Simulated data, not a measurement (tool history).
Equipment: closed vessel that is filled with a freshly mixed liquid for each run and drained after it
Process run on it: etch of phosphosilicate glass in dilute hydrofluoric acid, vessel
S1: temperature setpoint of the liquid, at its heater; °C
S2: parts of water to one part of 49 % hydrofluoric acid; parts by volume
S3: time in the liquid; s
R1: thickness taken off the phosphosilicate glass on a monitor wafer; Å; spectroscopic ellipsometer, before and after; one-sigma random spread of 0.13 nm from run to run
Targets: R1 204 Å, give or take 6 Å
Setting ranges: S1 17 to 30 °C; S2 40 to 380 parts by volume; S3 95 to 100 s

Run 1, day 0: S1 22 °C, S2 210 parts by volume, S3 95 s. Result: R1 240.6 Å.
Run 2, day 0.192: S1 20.5 °C, S2 210 parts by volume, S3 95 s. Result: R1 231.09 Å.
Run 3, day 0.375: S1 20 °C, S2 210 parts by volume, S3 95 s. Result: R1 226.91 Å.
Run 4, day 0.546: S1 19.5 °C, S2 210 parts by volume, S3 95 s. Result: R1 219.58 Å.
Run 5, day 0.829: S1 19.5 °C, S2 140 parts by volume, S3 95 s. Result: R1 357.85 Å.
Run 6, day 1.183: S1 19.5 °C, S2 140 parts by volume, S3 100 s. Result: R1 370.96 Å.
Run 7, day 1.467: S1 19 °C, S2 155 parts by volume, S3 100 s. Result: R1 323.86 Å.
Run 8, day 1.721: S1 18.5 °C, S2 165 parts by volume, S3 100 s. Result: R1 295.8 Å.
Run 9, day 1.754: S1 18 °C, S2 175 parts by volume, S3 100 s. Result: R1 270.54 Å.
Run 10, day 1.892: S1 18 °C, S2 180 parts by volume, S3 100 s. Result: R1 260.04 Å.
Run 11, day 2.129: S1 18 °C, S2 185 parts by volume, S3 100 s. Result: R1 251.9 Å.

Exercise: of the 5 proposed moves below, exactly one satisfies all targets within the stated allowed misses. Which move is it?
Run A, day 2.367: S1 17 °C, S2 190 parts by volume, S3 95 s. Result: R1 ?.
Run B, day 2.367: S1 17 °C, S2 215 parts by volume, S3 95 s. Result: R1 ?.
Run C, day 2.367: S1 21.5 °C, S2 155 parts by volume, S3 100 s. Result: R1 ?.
Run D, day 2.367: S1 17 °C, S2 195 parts by volume, S3 95 s. Result: R1 ?.
Run E, day 2.367: S1 17 °C, S2 205 parts by volume, S3 95 s. Result: R1 ?.

move      R1
   A  225.67
   B  194.93
   C  360.28
   D  218.87
   E   206.3
A: an improvement on the last run, though not all results are within tolerance
B: carries the result that was furthest off beyond its target, to the other side
C: the biggest miss grows against the last run
D: an improvement on the last run, though not all results are within tolerance
E: in spec on every target
Go with E: it meets all targets.
